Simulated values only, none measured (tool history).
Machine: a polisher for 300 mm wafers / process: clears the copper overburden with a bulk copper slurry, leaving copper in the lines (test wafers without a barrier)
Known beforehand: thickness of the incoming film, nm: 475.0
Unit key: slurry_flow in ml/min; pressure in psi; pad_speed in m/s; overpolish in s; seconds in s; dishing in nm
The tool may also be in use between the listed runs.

| run | hour | slurry_flow | pressure | pad_speed | slurry_solids | overpolish | seconds | dishing |
|---|---|---|---|---|---|---|---|---|
| 1 | 0.0 | 160 | 1.9 | 0.84 | 1.0 | 16 | 117.240 | 36.150 |
| 2 | 3.7 | 165 | 2.0 | 0.84 | 1.0 | 16 | 113.410 | 37.168 |
| 3 | 6.2 | 165 | 2.1 | 0.86 | 1.0 | 16 | 107.390 | 39.862 |
| 4 | 10.7 | 165 | 2.2 | 0.88 | 1.0 | 16 | 100.140 | 40.685 |
| 5 | 16.4 | 165 | 1.9 | 0.88 | 1.0 | 16 | 112.570 | 37.488 |
| 6 | 24.9 | 135 | 1.9 | 0.88 | 1.0 | 16 | 113.800 | 37.372 |
| 7 | 27.5 | 135 | 2.0 | 0.90 | 1.0 | 16 | 107.670 | 38.350 |
| 8 | 29.7 | 135 | 2.1 | 0.92 | 1.0 | 16 | 102.050 | 41.679 |
| 9 | 33.9 | 140 | 2.2 | 0.94 | 1.0 | 16 | 95.356 | 41.892 |
| 10 | 38.5 | 140 | 2.3 | 0.94 | 1.0 | 16 | 92.888 | 44.295 |
| 11 | 45.2 | 185 | 2.9 | 0.96 | 1.0 | 13 | 75.298 | 43.920 |
| 12 | 51.5 | 185 | 2.9 | 0.98 | 1.0 | 13 | 73.624 | 45.618 |
| 13 | 53.3 | 185 | 2.9 | 1.00 | 1.0 | 13 | 71.866 | 46.348 |
| 14 | 58.2 | 185 | 2.9 | 1.02 | 1.0 | 13 | 69.884 | 46.909 |

Run 15, settings as shown, results not yet in. Your forecast:
| 15 | 59.0 | 205 | 3.0 | 1.04 | 1.0 | 16 | ? | ? |

Run 15 gave seconds 67.232 s, dishing 55.442 nm.
